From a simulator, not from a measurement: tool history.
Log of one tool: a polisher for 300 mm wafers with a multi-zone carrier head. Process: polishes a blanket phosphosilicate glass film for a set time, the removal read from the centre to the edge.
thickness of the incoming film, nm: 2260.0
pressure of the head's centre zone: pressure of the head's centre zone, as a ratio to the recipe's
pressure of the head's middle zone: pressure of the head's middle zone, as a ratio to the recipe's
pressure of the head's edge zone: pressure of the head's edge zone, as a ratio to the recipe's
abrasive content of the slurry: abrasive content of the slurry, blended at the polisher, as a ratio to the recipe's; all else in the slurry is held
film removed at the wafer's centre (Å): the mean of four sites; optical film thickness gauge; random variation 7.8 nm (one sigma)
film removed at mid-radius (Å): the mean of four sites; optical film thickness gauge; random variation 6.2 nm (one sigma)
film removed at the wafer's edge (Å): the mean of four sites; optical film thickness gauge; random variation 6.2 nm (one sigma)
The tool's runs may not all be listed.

run,hour,flow of slurry (ml/min),pressure of the head's centre zone,pressure of the head's middle zone,pressure of the head's edge zone,abrasive content of the slurry,polishing time (s),film removed at the wafer's centre (Å),film removed at mid-radius (Å),film removed at the wafer's edge (Å)
1,0,190,1,1,1,1,75,6430.3,6655.1,6751.1
2,1.8,190,1.08,1,1,1,75,7097.8,6611.9,6687.6
3,10.1,185,1.05,1.01,0.99,1,75,6810,6618.1,6689.5
4,16.6,180,1.02,1.02,0.97,1,75,6737.3,6680.4,6608.7
5,23.4,180,1.02,1.08,0.97,1,75,6625.9,7045.2,6519.7
6,25.2,175,0.99,1.08,0.97,1,75,6187.8,7080,6617.2
7,30.7,170,0.98,1.08,0.96,1,75,6201.9,6872.1,6552.1

Forecast run 8:
8,34.2,150,0.88,1.15,0.95,0.9,75,?,?,?

{"run 8": {"film removed at the wafer's centre (Å)": 5070.5, "film removed at mid-radius (Å)": 6895.6, "film removed at the wafer's edge (Å)": 6091.9}}

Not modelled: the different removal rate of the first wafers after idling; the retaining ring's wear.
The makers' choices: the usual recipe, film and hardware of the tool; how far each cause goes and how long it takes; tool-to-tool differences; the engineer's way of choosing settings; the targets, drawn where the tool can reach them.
